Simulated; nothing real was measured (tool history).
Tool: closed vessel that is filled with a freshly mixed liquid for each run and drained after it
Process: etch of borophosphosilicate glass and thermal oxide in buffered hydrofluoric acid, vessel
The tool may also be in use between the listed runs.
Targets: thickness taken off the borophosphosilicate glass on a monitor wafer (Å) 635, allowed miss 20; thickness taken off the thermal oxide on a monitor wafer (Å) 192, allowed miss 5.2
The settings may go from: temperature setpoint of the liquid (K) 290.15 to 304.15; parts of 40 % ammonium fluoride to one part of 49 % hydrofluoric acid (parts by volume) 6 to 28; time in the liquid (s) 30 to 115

run,day,temperature setpoint of the liquid (K),parts of 40 % ammonium fluoride to one part of 49 % hydrofluoric acid (parts by volume),time in the liquid (s),thickness taken off the borophosphosilicate glass on a monitor wafer (Å),thickness taken off the thermal oxide on a monitor wafer (Å)
1,0,296.15,17,60,1204.9,363.03
2,0.212,296.15,19,60,1067.3,323.36
3,0.283,294.15,20,60,904.03,276.66
4,0.458,294.15,20,75,1148.8,345.86
5,0.654,292.65,22,75,980.98,296.48
6,1.017,291.65,24,75,889.71,264.03
7,1.388,291.15,28,65,667.28,201.4
8,1.6,291.15,28,65,660.34,199.95

4 next moves are on the table. One of them brings every result within its allowed miss. Which?
A,1.812,294.15,26,50,?,?
B,1.812,292.15,26.5,60,?,?
C,1.812,304.15,25.5,30,?,?
D,1.812,294.15,26.5,55,?,?

move,thickness taken off the borophosphosilicate glass on a monitor wafer (Å),thickness taken off the thermal oxide on a monitor wafer (Å)
A,638.81,192.03
B,676.76,203.21
C,665.3,200.94
D,693.48,208.48
A: meets every target
B: further off than the last run
C: further off than the last run
D: further off than the last run
Answer: A
